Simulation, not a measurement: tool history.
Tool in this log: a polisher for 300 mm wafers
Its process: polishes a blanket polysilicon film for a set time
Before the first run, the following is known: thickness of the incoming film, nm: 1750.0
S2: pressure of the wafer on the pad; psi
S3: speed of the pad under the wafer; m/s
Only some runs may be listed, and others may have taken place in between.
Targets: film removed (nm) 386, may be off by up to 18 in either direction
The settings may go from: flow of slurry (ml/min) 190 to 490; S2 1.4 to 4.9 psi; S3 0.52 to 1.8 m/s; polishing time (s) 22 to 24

{"run": 1, "hour": 0.0, "flow of slurry (ml/min)": 315, "S2": 3.1, "S3": 1.16, "polishing time (s)": 24, "film removed (nm)": 233.95}
{"run": 2, "hour": 5.6, "flow of slurry (ml/min)": 345, "S2": 3.1, "S3": 1.16, "polishing time (s)": 24, "film removed (nm)": 238.46}
{"run": 3, "hour": 8.8, "flow of slurry (ml/min)": 345, "S2": 3.1, "S3": 1.16, "polishing time (s)": 22, "film removed (nm)": 216.12}
{"run": 4, "hour": 9.8, "flow of slurry (ml/min)": 345, "S2": 3.1, "S3": 1.16, "polishing time (s)": 22, "film removed (nm)": 217.44}
{"run": 5, "hour": 13.7, "flow of slurry (ml/min)": 345, "S2": 3.1, "S3": 1.16, "polishing time (s)": 22, "film removed (nm)": 213.56}
{"run": 6, "hour": 18.9, "flow of slurry (ml/min)": 400, "S2": 3.1, "S3": 1.16, "polishing time (s)": 22, "film removed (nm)": 219.4}
{"run": 7, "hour": 22.4, "flow of slurry (ml/min)": 400, "S2": 3.6, "S3": 1.18, "polishing time (s)": 22, "film removed (nm)": 249.24}
{"run": 8, "hour": 28.2, "flow of slurry (ml/min)": 400, "S2": 4, "S3": 1.24, "polishing time (s)": 22, "film removed (nm)": 298.53}
{"run": 9, "hour": 35.7, "flow of slurry (ml/min)": 400, "S2": 4.3, "S3": 1.26, "polishing time (s)": 22, "film removed (nm)": 313.86}
{"run": 10, "hour": 43.3, "flow of slurry (ml/min)": 400, "S2": 4.9, "S3": 1.4, "polishing time (s)": 22, "film removed (nm)": 414.37}

5 candidate next runs follow, results not yet known. Just one meets every target within its allowed miss. Identify it.
{"run": "A", "hour": 50.9, "flow of slurry (ml/min)": 260, "S2": 3.7, "S3": 1.42, "polishing time (s)": 24, "film removed (nm)": "?"}
{"run": "B", "hour": 50.9, "flow of slurry (ml/min)": 380, "S2": 4.8, "S3": 1.34, "polishing time (s)": 22, "film removed (nm)": "?"}
{"run": "C", "hour": 50.9, "flow of slurry (ml/min)": 375, "S2": 4.5, "S3": 1.34, "polishing time (s)": 22, "film removed (nm)": "?"}
{"run": "D", "hour": 50.9, "flow of slurry (ml/min)": 460, "S2": 4.5, "S3": 1.24, "polishing time (s)": 23, "film removed (nm)": "?"}
{"run": "E", "hour": 50.9, "flow of slurry (ml/min)": 395, "S2": 4.5, "S3": 1.3, "polishing time (s)": 22, "film removed (nm)": "?"}

move=A film_removed_(nm)=327.69
move=B film_removed_(nm)=378.16
move=C film_removed_(nm)=354.69
move=D film_removed_(nm)=350.66
move=E film_removed_(nm)=346.49
A: takes the result that was furthest off past its target
B: every result lands within tolerance
C: takes the result that was furthest off past its target
D: takes the result that was furthest off past its target
E: takes the result that was furthest off past its target
So the answer is move B, the one that meets all the targets.
